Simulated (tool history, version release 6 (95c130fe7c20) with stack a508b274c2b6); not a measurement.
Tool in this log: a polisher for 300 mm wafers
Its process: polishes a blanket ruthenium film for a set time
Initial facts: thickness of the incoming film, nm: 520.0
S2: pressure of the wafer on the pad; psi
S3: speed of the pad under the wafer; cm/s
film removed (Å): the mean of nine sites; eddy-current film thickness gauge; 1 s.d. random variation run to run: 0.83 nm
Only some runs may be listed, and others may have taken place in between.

run 1 hour=0 | flow_of_slurry_(ml/min)=305 S2=2.6 S3=78 polishing_time_(s)=48 | film_removed_(Å)=631.8
run 2 hour=1.8 | flow_of_slurry_(ml/min)=305 S2=3 S3=78 polishing_time_(s)=48 | film_removed_(Å)=727.44
run 3 hour=9.8 | flow_of_slurry_(ml/min)=305 S2=3.4 S3=78 polishing_time_(s)=48 | film_removed_(Å)=810.24
run 4 hour=18.2 | flow_of_slurry_(ml/min)=360 S2=3.4 S3=78 polishing_time_(s)=48 | film_removed_(Å)=838.44
run 5 hour=20.4 | flow_of_slurry_(ml/min)=365 S2=3.6 S3=78 polishing_time_(s)=48 | film_removed_(Å)=882.31
run 6 hour=27 | flow_of_slurry_(ml/min)=365 S2=3.6 S3=78 polishing_time_(s)=48 | film_removed_(Å)=885.89

Run 7 comes next. What will it give?
run 7 hour=29.1 | flow_of_slurry_(ml/min)=365 S2=3.7 S3=80 polishing_time_(s)=48 | film_removed_(Å)=?

film removed (Å): 926.19

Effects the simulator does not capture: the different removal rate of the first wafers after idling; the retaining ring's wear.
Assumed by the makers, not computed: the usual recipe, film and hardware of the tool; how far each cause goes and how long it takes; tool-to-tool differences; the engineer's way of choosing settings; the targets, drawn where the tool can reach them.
